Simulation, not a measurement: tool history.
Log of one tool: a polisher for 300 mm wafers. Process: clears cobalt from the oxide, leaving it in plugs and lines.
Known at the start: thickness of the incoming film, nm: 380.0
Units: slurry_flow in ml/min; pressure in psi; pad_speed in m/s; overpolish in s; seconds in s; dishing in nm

| run | hour | slurry_flow | pressure | pad_speed | overpolish | seconds | dishing |
|---|---|---|---|---|---|---|---|
| 1 | 0 | 155 | 1.4 | 0.8 | 13 | 167.76 | 26.445 |
| 2 | 1.5 | 165 | 1.5 | 0.8 | 12 | 157.35 | 25.653 |
| 3 | 7.3 | 170 | 1.6 | 0.8 | 12 | 146.16 | 27.209 |
| 4 | 13.2 | 175 | 1.7 | 0.8 | 11 | 139.83 | 25.99 |
| 5 | 21.4 | 215 | 1.7 | 0.8 | 11 | 136.38 | 26.392 |
| 6 | 23.8 | 215 | 1.7 | 0.8 | 6 | 135.76 | 16.547 |

The next listed run, before its measurement:
| 7 | 30.1 | 195 | 1.9 | 0.8 | 12 | ? | ? |

Run 7 gave seconds 126.4 s, dishing 30.615 nm.

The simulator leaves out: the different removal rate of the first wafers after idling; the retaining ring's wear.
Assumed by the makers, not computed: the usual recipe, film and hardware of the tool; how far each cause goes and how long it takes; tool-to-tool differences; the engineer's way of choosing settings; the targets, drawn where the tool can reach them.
